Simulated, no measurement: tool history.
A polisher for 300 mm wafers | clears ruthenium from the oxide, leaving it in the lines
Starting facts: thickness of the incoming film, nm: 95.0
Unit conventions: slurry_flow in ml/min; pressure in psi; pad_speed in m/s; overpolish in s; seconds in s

run 1 hour=0.0 | slurry_flow=135 pressure=2.5 pad_speed=0.88 overpolish=31 | seconds=74.788
run 2 hour=5.1 | slurry_flow=135 pressure=2.3 pad_speed=0.88 overpolish=31 | seconds=80.691
run 3 hour=7.9 | slurry_flow=135 pressure=2.8 pad_speed=0.88 overpolish=31 | seconds=67.274
run 4 hour=9.3 | slurry_flow=135 pressure=2.2 pad_speed=0.88 overpolish=31 | seconds=84.108
run 5 hour=15.7 | slurry_flow=135 pressure=2.1 pad_speed=0.88 overpolish=31 | seconds=89.230
-- hour=16.9 worn pad replaced by a new one
run 6 hour=16.9 | slurry_flow=135 pressure=2.0 pad_speed=0.88 overpolish=31 | seconds=81.730

For run 7, what comes out?
run 7 hour=17.6 | slurry_flow=135 pressure=1.8 pad_speed=0.86 overpolish=31 | seconds=?

{"run 7": {"seconds": 93.495}}

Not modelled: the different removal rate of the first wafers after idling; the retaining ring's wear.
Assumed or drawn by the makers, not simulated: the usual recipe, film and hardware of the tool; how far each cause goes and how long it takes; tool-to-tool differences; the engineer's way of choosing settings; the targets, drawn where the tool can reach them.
